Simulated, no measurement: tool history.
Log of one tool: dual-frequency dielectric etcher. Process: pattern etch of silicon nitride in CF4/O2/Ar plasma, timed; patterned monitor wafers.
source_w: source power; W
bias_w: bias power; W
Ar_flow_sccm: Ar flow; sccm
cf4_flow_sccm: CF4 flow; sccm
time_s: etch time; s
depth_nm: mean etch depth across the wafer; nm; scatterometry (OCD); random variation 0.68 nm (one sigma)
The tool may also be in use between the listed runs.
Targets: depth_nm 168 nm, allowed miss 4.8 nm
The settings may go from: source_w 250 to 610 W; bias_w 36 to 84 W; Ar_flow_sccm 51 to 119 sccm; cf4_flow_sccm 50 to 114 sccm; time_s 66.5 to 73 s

| run | day | source_w | bias_w | Ar_flow_sccm | cf4_flow_sccm | time_s | depth_nm |
|---|---|---|---|---|---|---|---|
| 1 | 0 | 430 | 60 | 85 | 82 | 73 | 119.5 |
| 2 | 0.067 | 470 | 61 | 85 | 82 | 73 | 131.3 |
| 3 | 0.212 | 520 | 61 | 85 | 82 | 73 | 144.91 |
| 4 | 0.258 | 520 | 61 | 85 | 82 | 66.5 | 133.23 |
| 5 | 0.329 | 520 | 61 | 73 | 82 | 66.5 | 136.29 |
| 6 | 0.692 | 540 | 62 | 73 | 83 | 67 | 144.27 |
| 7 | 1.029 | 560 | 63 | 73 | 83 | 67 | 148.59 |
| 8 | 1.192 | 570 | 64 | 73 | 84 | 67.5 | 153.16 |
| 9 | 1.392 | 580 | 65 | 73 | 84 | 68 | 158.89 |

Which of these 5 next moves meets every target?
| A | 1.592 | 570 | 65 | 82 | 93 | 66.5 | ? |
| B | 1.592 | 540 | 62 | 72 | 85 | 66.5 | ? |
| C | 1.592 | 610 | 55 | 51 | 86 | 68 | ? |
| D | 1.592 | 610 | 65 | 51 | 71 | 69.5 | ? |
| E | 1.592 | 590 | 59 | 78 | 84 | 68 | ? |

| move | depth_nm |
|---|---|
| A | 151.05 |
| B | 142.76 |
| C | 168.29 |
| D | 178.33 |
| E | 153.99 |
A: further off than the last run
B: further off than the last run
C: meets every target
D: takes the result that was furthest off past its target
E: further off than the last run
The right move is C.
